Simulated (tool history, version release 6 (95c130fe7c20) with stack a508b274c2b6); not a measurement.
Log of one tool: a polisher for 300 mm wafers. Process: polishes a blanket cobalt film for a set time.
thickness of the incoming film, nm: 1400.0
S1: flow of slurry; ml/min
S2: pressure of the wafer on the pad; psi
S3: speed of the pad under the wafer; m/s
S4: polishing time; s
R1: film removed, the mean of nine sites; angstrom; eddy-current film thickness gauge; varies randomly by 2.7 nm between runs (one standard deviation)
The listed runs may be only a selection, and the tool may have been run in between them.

run    day   S1   S2    S3  S4      R1
  1  0.000  260  1.3  1.14  64  1931.1
  2  0.275  260  1.4  1.14  64  2082.6
  3  0.588  260  1.5  1.14  64  2230.7
  4  0.892  260  1.5  1.14  64  2195.1
  5  1.071  260  1.6  1.14  64  2329.2
  6  1.338  260  1.7  1.14  64  2469.8
  7  1.462  260  1.8  1.14  64  2588.8

What does the tool deliver on the next run?
  8  1.783  270  2.1  1.20  64   ?

{"run 8": {"R1": 3089.1}}
